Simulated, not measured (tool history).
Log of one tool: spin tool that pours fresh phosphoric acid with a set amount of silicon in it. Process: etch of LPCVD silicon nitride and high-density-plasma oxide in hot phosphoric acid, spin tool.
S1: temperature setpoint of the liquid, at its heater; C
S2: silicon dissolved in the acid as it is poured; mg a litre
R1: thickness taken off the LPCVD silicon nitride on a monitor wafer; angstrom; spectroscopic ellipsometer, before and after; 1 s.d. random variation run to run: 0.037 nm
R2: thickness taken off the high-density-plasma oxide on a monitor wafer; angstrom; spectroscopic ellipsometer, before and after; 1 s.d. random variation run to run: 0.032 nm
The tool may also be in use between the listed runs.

run 1 hour=0.0 | S1=161.0 S2=20.5 time_under_the_liquid_(s)=180 | R1=140.950 R2=3.2122
run 2 hour=3.0 | S1=161.0 S2=9.5 time_under_the_liquid_(s)=180 | R1=141.260 R2=4.2990
run 3 hour=9.3 | S1=160.5 S2=8.5 time_under_the_liquid_(s)=170 | R1=129.440 R2=4.4447
run 4 hour=17.4 | S1=160.5 S2=2.5 time_under_the_liquid_(s)=170 | R1=131.020 R2=4.8167
run 5 hour=24.1 | S1=160.0 S2=3.0 time_under_the_liquid_(s)=165 | R1=124.470 R2=3.8042
run 6 hour=32.1 | S1=160.0 S2=0.0 time_under_the_liquid_(s)=165 | R1=124.210 R2=3.8184
run 7 hour=37.8 | S1=160.0 S2=0.0 time_under_the_liquid_(s)=160 | R1=121.740 R2=3.7238
run 8 hour=40.1 | S1=158.0 S2=0.0 time_under_the_liquid_(s)=95 | R1=67.166 R2=2.2240
run 9 hour=45.6 | S1=158.5 S2=0.5 time_under_the_liquid_(s)=95 | R1=68.381 R2=1.9850
run 10 hour=51.7 | S1=159.0 S2=0.5 time_under_the_liquid_(s)=95 | R1=69.142 R2=1.9487
run 11 hour=53.4 | S1=159.5 S2=0.5 time_under_the_liquid_(s)=95 | R1=70.844 R2=2.5415
run 12 hour=60.1 | S1=159.5 S2=2.0 time_under_the_liquid_(s)=95 | R1=70.785 R2=2.2162
run 13 hour=68.9 | S1=160.0 S2=2.5 time_under_the_liquid_(s)=95 | R1=71.696 R2=2.1175
run 14 hour=77.7 | S1=160.5 S2=2.0 time_under_the_liquid_(s)=95 | R1=73.538 R2=2.6082

Run 15 is up next; what results do you expect?
run 15 hour=81.0 | S1=160.5 S2=2.0 time_under_the_liquid_(s)=95 | R1=? R2=?

R1: 72.882 angstrom
R2: 2.3480 angstrom
